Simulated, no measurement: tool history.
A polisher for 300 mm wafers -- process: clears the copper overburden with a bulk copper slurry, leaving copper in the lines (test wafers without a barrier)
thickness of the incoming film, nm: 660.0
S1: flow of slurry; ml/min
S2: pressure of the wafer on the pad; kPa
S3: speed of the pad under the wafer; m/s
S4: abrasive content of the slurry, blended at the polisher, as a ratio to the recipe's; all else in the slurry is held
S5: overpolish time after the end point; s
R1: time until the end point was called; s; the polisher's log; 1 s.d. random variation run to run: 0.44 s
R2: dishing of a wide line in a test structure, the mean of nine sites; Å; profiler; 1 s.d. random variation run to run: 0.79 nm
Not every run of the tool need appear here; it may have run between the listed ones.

run	hour	S1	S2	S3	S4	S5	R1	R2
1	0	200	22.8	1.34	1	10	44.887	543.81
2	5	200	26.2	1.36	1	9	38.941	545.35
3	9.5	235	26.2	1.36	1	9	37.75	563.47
4	15.9	235	29	1.38	1	8	33.943	562.93
5	16.7	235	31	1.4	1	8	31.742	592.12
# hour 24.4: worn pad replaced by a new one
6	24.4	235	29	1.4	1	8	31.993	582.61
7	26.7	245	30.3	1.4	1	7	30.904	567.2

Predict the results of run 8:
8	29	250	31.7	1.4	1	7	?	?

R1: 28.07 s
R2: 570.72 Å

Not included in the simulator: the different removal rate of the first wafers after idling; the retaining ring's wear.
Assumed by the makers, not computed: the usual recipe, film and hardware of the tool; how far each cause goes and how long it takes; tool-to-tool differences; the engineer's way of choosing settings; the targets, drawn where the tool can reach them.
